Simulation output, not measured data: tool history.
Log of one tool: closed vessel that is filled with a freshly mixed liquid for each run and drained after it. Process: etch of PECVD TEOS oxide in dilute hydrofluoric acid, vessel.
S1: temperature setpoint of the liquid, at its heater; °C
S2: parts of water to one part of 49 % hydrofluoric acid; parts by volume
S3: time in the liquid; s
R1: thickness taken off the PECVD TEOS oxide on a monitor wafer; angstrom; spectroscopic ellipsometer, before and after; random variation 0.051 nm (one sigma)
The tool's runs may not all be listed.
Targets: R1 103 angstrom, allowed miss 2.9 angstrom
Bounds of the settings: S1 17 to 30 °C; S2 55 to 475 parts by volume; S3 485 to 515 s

{"run": 1, "hour": 0.0, "S1": 22, "S2": 265, "S3": 485, "R1": 153.13}
{"run": 2, "hour": 1.9, "S1": 21.5, "S2": 270, "S3": 485, "R1": 145.4}
{"run": 3, "hour": 9.3, "S1": 21, "S2": 275, "S3": 485, "R1": 139.66}
{"run": 4, "hour": 11.0, "S1": 20.5, "S2": 280, "S3": 485, "R1": 135.47}
{"run": 5, "hour": 17.0, "S1": 20, "S2": 285, "S3": 485, "R1": 129.86}
{"run": 6, "hour": 23.0, "S1": 19.5, "S2": 290, "S3": 485, "R1": 124.23}
{"run": 7, "hour": 24.7, "S1": 19, "S2": 295, "S3": 485, "R1": 119.11}
{"hour": 26.3, "done": "hydrofluoric acid flow meter replaced"}
{"run": 8, "hour": 26.3, "S1": 19, "S2": 295, "S3": 485, "R1": 132.91}
{"run": 9, "hour": 29.9, "S1": 19, "S2": 300, "S3": 485, "R1": 130.45}
{"run": 10, "hour": 34.4, "S1": 19, "S2": 310, "S3": 485, "R1": 124.46}
{"run": 11, "hour": 39.3, "S1": 19, "S2": 310, "S3": 485, "R1": 124.17}
{"run": 12, "hour": 47.8, "S1": 19, "S2": 320, "S3": 485, "R1": 119.53}
{"run": 13, "hour": 48.6, "S1": 19, "S2": 325, "S3": 485, "R1": 117.15}
{"run": 14, "hour": 51.5, "S1": 19, "S2": 330, "S3": 485, "R1": 115.31}

4 next moves are on the table. One of them brings every result within its allowed miss. Which?
{"run": "A", "hour": 54.4, "S1": 19, "S2": 375, "S3": 510, "R1": "?"}
{"run": "B", "hour": 54.4, "S1": 18.5, "S2": 305, "S3": 515, "R1": "?"}
{"run": "C", "hour": 54.4, "S1": 20, "S2": 325, "S3": 510, "R1": "?"}
{"run": "D", "hour": 54.4, "S1": 19.5, "S2": 320, "S3": 505, "R1": "?"}

move=A R1=102.44
move=B R1=132.48
move=C R1=127.82
move=D R1=126.79
A: meets every target
B: further off than the last run
C: further off than the last run
D: further off than the last run
Move A is the one to make.
